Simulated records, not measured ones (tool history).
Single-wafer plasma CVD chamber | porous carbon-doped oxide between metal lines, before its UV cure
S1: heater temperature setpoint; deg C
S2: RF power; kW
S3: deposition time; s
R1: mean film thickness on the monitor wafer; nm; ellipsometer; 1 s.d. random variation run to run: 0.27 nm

| run | hour | S1 | S2 | S3 | R1 |
|---|---|---|---|---|---|
| 1 | 0.0 | 310 | 0.645 | 15.8 | 91.639 |
| 2 | 3.2 | 313 | 0.635 | 15.8 | 89.175 |
| 3 | 12.0 | 316 | 0.630 | 15.8 | 87.189 |
| 4 | 20.5 | 316 | 0.715 | 15.8 | 96.554 |
| 5 | 24.0 | 316 | 0.770 | 15.8 | 101.590 |
| 6 | 25.9 | 316 | 0.770 | 15.0 | 96.903 |
| 7 | 30.8 | 318 | 0.750 | 15.0 | 94.532 |

Predict the results of run 8:
| 8 | 37.7 | 318 | 0.750 | 15.0 | ? |

Run 8 produced R1 94.029 nm.

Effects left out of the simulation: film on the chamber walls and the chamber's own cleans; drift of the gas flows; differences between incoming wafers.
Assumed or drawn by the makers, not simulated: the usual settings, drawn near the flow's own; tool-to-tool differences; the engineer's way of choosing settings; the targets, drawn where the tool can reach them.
